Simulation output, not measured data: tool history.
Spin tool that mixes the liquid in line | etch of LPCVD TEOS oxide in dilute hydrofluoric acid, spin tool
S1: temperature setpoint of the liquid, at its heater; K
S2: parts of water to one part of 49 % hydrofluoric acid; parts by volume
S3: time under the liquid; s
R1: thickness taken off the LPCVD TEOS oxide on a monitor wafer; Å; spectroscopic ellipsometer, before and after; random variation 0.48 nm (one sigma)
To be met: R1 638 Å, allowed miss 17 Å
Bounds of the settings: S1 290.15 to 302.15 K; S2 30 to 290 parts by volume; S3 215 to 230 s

run,hour,S1,S2,S3,R1
1,0,294.15,160,215,597.12
2,8.7,295.15,160,215,614.23
3,10,297.65,160,215,681.37
4,18.5,297.65,160,230,726.62
5,20.5,297.15,160,230,715.03
6,24.1,296.65,160,230,705.25
7,30.3,296.15,160,230,692.16
8,35.1,295.15,160,230,657.32

Which of these 4 next moves meets every target?
A,39.9,294.15,140,215,?
B,39.9,291.15,145,230,?
C,39.9,295.65,180,230,?
D,39.9,295.15,150,220,?

move,R1
A,698.64
B,637.56
C,588.63
D,685.7
A: further off than the last run
B: meets every target
C: takes the result that was furthest off past its target
D: further off than the last run
Answer: B
